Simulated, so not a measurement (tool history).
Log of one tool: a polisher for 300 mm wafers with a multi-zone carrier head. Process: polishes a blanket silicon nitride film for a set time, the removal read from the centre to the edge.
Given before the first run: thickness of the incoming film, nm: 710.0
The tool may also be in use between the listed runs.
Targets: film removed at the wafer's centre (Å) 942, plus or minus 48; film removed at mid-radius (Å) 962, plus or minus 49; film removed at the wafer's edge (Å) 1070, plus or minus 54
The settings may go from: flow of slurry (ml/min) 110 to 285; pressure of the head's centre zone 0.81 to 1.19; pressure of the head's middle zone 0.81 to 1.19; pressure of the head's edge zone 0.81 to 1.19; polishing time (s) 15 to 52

run	day	flow of slurry (ml/min)	pressure of the head's centre zone	pressure of the head's middle zone	pressure of the head's edge zone	polishing time (s)	film removed at the wafer's centre (Å)	film removed at mid-radius (Å)	film removed at the wafer's edge (Å)
1	0	180	1	1	1	33	767.71	804.98	789.67
2	0.083	180	1	1	1.08	33	783.02	789.98	828.91
3	0.412	180	1	0.93	1.08	33	771.98	733.52	814.71
4	0.6	180	1	0.93	1.08	26	585.69	594.94	667.63
5	0.696	180	1	0.93	1.12	26	613.89	588.21	660.72
6	1.025	180	1.03	0.93	1.12	26	624.3	576.16	662.12
7	1.208	185	1	0.94	1.13	30	706.52	708.94	763.11
8	1.546	180	0.98	0.92	1.14	33	735.43	735.81	855.02
9	1.879	185	0.98	0.93	1.15	35	794.1	799.99	928.35
# day 2.142: slurry nozzle cleaned
10	2.142	195	0.99	0.94	1.16	36	841.52	861.8	954.4
11	2.2	200	0.99	0.94	1.17	37	894.04	863.31	1015.4
12	2.517	205	0.99	0.96	1.17	37	877.19	900.41	975.35

Exactly one of the 4 candidate moves below puts every result within its allowed miss. Which one?
A	2.833	200	0.98	0.96	1.16	40	?	?	?
B	2.833	205	0.88	1.07	1.16	36	?	?	?
C	2.833	165	0.85	0.83	1.19	42	?	?	?
D	2.833	160	0.96	0.95	1.17	34	?	?	?

move	film removed at the wafer's centre (Å)	film removed at mid-radius (Å)	film removed at the wafer's edge (Å)
A	953.92	970.57	1056.5
B	773.19	960.59	951.33
C	845.48	884.03	1107.8
D	771.21	796.87	885.06
A: all results in spec
B: moves away from the targets compared with the last run
C: the furthest-off result lands on target, but another misses its tolerance
D: moves away from the targets compared with the last run
Go with A: it meets all targets.

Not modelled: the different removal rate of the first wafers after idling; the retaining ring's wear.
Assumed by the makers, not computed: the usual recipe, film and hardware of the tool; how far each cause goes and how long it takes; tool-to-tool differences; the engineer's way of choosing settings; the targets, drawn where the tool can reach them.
